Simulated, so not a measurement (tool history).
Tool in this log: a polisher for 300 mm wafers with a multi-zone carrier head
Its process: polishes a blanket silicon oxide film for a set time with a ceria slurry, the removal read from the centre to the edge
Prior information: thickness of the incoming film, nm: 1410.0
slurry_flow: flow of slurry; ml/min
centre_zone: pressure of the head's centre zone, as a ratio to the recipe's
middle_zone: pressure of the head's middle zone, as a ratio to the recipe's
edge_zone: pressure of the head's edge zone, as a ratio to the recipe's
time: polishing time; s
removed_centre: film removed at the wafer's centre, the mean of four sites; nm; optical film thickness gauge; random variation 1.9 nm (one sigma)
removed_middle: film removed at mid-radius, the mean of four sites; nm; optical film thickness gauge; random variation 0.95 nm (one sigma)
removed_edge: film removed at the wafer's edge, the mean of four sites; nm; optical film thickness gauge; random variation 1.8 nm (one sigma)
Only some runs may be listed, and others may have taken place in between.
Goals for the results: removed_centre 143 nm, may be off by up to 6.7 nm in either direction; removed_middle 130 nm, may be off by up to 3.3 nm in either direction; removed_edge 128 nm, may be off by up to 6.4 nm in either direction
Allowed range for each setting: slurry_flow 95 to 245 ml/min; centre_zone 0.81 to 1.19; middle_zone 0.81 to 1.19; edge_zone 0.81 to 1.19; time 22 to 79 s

run  hour  slurry_flow  centre_zone  middle_zone  edge_zone  time  removed_centre  removed_middle  removed_edge
  1     0          155            1            1          1    50          148.03          151.36        146.83
  2   1.6          125            1            1          1    50          142.73          145.37        145.32
  3   5.2          125         1.01         0.99       0.97    49          141.14          137.37        141.56
  4   9.7          130         1.02            1       0.94    48          137.07          139.77        138.71
  5  16.4          130         1.02            1       0.94    58          167.53          165.28        159.03
  6  20.8          130         0.95            1       0.94    58          154.53          166.85        168.53
  7  21.7          135         0.98         0.99       0.93    55           156.1          159.35        155.09
  8  28.8          130         0.99         0.98       0.91    53          147.86           150.5        151.26

Which single option among these 4 for the next run brings every result within its allowed miss of target? Just one does.
  A  35.9           95         0.99         0.86       0.95    51               ?               ?             ?
  B  35.9          185         1.03         1.17       0.89    51               ?               ?             ?
  C  35.9          150         1.08         0.96       0.91    45               ?               ?             ?
  D  35.9           95         0.86         0.83        0.9    60               ?               ?             ?

move  removed_centre  removed_middle  removed_edge
   A          133.39          122.99        141.29
   B          159.51          177.87        148.68
   C          142.18          129.28        129.82
   D          136.14          140.85        162.17
A: takes the biggest miss from the last run beyond its target
B: lands further from the targets than the last run did
C: in spec on every target
D: closer than the last run, but not yet in spec
Go with C: it meets all targets.
